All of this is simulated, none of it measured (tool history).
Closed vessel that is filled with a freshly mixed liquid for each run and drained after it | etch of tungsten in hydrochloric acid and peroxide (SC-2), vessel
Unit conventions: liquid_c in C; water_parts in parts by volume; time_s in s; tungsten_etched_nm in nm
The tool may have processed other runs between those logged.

{"run": 1, "hour": 0.0, "liquid_c": 60, "water_parts": 11, "time_s": 105, "tungsten_etched_nm": 28.018}
{"run": 2, "hour": 3.9, "liquid_c": 60, "water_parts": 12.5, "time_s": 105, "tungsten_etched_nm": 25.075}
{"run": 3, "hour": 10.1, "liquid_c": 61, "water_parts": 12.5, "time_s": 105, "tungsten_etched_nm": 26.797}
{"run": 4, "hour": 13.3, "liquid_c": 57, "water_parts": 12.5, "time_s": 105, "tungsten_etched_nm": 20.777}
{"run": 5, "hour": 18.6, "liquid_c": 50, "water_parts": 12.5, "time_s": 105, "tungsten_etched_nm": 13.144}
{"run": 6, "hour": 26.3, "liquid_c": 50, "water_parts": 16.5, "time_s": 105, "tungsten_etched_nm": 10.342}
{"run": 7, "hour": 28.0, "liquid_c": 55.5, "water_parts": 16.5, "time_s": 105, "tungsten_etched_nm": 14.819}
{"run": 8, "hour": 34.0, "liquid_c": 59, "water_parts": 16.5, "time_s": 105, "tungsten_etched_nm": 18.507}
{"run": 9, "hour": 40.9, "liquid_c": 61.5, "water_parts": 16.5, "time_s": 105, "tungsten_etched_nm": 21.676}
{"run": 10, "hour": 48.4, "liquid_c": 68, "water_parts": 16.5, "time_s": 105, "tungsten_etched_nm": 32.154}
{"run": 11, "hour": 50.2, "liquid_c": 67.5, "water_parts": 16.5, "time_s": 105, "tungsten_etched_nm": 31.224}
{"run": 12, "hour": 55.4, "liquid_c": 67, "water_parts": 16.5, "time_s": 105, "tungsten_etched_nm": 30.154}
{"run": 13, "hour": 63.5, "liquid_c": 67, "water_parts": 16.5, "time_s": 105, "tungsten_etched_nm": 30.311}
{"run": 14, "hour": 71.1, "liquid_c": 67.5, "water_parts": 16.5, "time_s": 105, "tungsten_etched_nm": 31.226}
{"run": 15, "hour": 71.8, "liquid_c": 67, "water_parts": 16.5, "time_s": 105, "tungsten_etched_nm": 30.203}
{"run": 16, "hour": 74.5, "liquid_c": 67.5, "water_parts": 16.5, "time_s": 105, "tungsten_etched_nm": 31.155}
{"run": 17, "hour": 76.9, "liquid_c": 67, "water_parts": 16.5, "time_s": 105, "tungsten_etched_nm": 30.243}
{"run": 18, "hour": 81.6, "liquid_c": 67.5, "water_parts": 16.5, "time_s": 105, "tungsten_etched_nm": 31.097}
{"run": 19, "hour": 84.0, "liquid_c": 67, "water_parts": 16.5, "time_s": 105, "tungsten_etched_nm": 30.129}
{"run": 20, "hour": 88.5, "liquid_c": 67.5, "water_parts": 16.5, "time_s": 105, "tungsten_etched_nm": 31.375}
{"run": 21, "hour": 91.5, "liquid_c": 67, "water_parts": 16.5, "time_s": 105, "tungsten_etched_nm": 30.562}
{"run": 22, "hour": 92.0, "liquid_c": 67, "water_parts": 16.5, "time_s": 105, "tungsten_etched_nm": 30.268}
{"run": 23, "hour": 98.4, "liquid_c": 67.5, "water_parts": 16.5, "time_s": 105, "tungsten_etched_nm": 31.281}
{"run": 24, "hour": 105.9, "liquid_c": 67, "water_parts": 16.5, "time_s": 105, "tungsten_etched_nm": 30.383}
{"run": 25, "hour": 110.4, "liquid_c": 67.5, "water_parts": 16.5, "time_s": 105, "tungsten_etched_nm": 31.288}

Forecast run 26:
{"run": 26, "hour": 115.6, "liquid_c": 67, "water_parts": 16.5, "time_s": 105, "tungsten_etched_nm": "?"}

Logged for run 26: tungsten_etched_nm 30.31 nm.
